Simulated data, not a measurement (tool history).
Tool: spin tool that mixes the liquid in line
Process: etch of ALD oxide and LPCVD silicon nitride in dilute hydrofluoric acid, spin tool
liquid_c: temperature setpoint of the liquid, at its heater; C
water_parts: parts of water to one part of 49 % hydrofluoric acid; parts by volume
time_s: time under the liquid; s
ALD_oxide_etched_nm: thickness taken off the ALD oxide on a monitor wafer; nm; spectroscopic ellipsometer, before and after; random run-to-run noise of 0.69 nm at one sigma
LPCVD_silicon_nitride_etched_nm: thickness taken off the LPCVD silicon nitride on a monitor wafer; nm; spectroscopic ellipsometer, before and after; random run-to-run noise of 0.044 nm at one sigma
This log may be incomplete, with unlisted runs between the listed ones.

run	hour	liquid_c	water_parts	time_s	ALD_oxide_etched_nm	LPCVD_silicon_nitride_etched_nm
1	0	21	65	125	60.152	0.82062
2	3.8	21.5	65	125	60.888	0.87953
3	10.4	19.5	65	125	57.004	0.75767
4	11.1	19.5	75	125	47.307	0.6167
5	18.5	19.5	75	85	32.405	0.42369
6	25.7	19.5	75	105	40.259	0.52779
7	27.7	20	70	105	44.284	0.58976
8	32.3	20.5	65	105	48.869	0.65231
9	33.1	21	60	105	55.207	0.74305

Forecast run 10:
10	33.9	21.5	60	105	?	?

{"run 10": {"ALD_oxide_etched_nm": 55.324, "LPCVD_silicon_nitride_etched_nm": 0.73619}}
